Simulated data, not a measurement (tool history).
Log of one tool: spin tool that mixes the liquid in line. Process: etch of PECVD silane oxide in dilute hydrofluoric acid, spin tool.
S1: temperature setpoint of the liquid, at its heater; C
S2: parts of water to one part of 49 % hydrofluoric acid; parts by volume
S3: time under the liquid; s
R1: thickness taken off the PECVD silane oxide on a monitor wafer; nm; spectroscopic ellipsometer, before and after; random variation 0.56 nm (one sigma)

run,day,S1,S2,S3,R1
1,0,26,230,95,18.783
2,0.079,27.5,200,95,23.607
3,0.1,28.5,175,95,28.385
4,0.471,29.5,160,95,33.184
5,0.833,29.5,160,95,32.404
6,1.162,29.5,160,100,34.742
7,1.338,30.5,150,100,38.587
8,1.438,34,90,100,80.537
9,1.492,33,90,100,76.794
10,1.629,32,90,100,73.988
11,1.958,31,90,100,72.608
12,2.108,31,90,100,70.89
13,2.321,30,90,100,68.288
14,2.588,30,90,100,68.749
15,2.817,29,90,100,66.322
16,3.158,28.5,90,100,64.794
17,3.421,28,90,100,64.106

The next listed run, before its measurement:
18,3.708,27.5,90,100,?

R1: 62.644 nm
